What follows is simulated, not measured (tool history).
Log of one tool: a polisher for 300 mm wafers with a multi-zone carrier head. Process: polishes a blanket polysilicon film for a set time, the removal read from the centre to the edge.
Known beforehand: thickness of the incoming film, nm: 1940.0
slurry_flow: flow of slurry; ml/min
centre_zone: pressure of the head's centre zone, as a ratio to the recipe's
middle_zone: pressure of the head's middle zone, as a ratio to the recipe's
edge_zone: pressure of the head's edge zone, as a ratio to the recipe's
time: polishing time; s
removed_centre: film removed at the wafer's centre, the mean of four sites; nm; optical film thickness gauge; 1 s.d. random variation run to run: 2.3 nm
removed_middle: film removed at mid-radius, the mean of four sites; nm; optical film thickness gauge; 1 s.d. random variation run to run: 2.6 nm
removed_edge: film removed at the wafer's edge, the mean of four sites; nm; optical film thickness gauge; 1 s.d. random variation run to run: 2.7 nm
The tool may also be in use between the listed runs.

run  hour  slurry_flow  centre_zone  middle_zone  edge_zone  time  removed_centre  removed_middle  removed_edge
  1     0          245            1            1          1    47          307.23          309.35        310.91
  2   6.9          275            1            1          1    47          313.33          313.91         313.1
  3  10.5          275            1         1.07          1    47          313.83          327.67        303.86
  4  18.4          270         0.98         1.07       0.99    46          300.07          322.09        295.55
  5  19.7          270         0.98         1.15       0.99    46          300.27          345.43        303.45
  6  23.7          270         0.96         1.14       0.98    45          285.25          341.94        297.17
  7  24.9          230         0.87         1.04       0.89    37           212.5          251.42        229.67
  8  25.9          235         0.87         1.05        0.9    37          208.63          251.54        236.29
  9  29.9          240         0.87         1.06       0.91    37          211.28          258.48        229.52
 10  31.1          235         0.87         1.06       0.92    37          208.52          257.58         234.9
 11  33.1          240         0.87         1.06       0.93    37          206.53          256.39        235.09

Run 12 is up next; what results do you expect?
 12    39          240         0.87         1.06       0.94    37               ?               ?             ?

{"run 12": {"removed_centre": 213.02, "removed_middle": 260.67, "removed_edge": 235.86}}

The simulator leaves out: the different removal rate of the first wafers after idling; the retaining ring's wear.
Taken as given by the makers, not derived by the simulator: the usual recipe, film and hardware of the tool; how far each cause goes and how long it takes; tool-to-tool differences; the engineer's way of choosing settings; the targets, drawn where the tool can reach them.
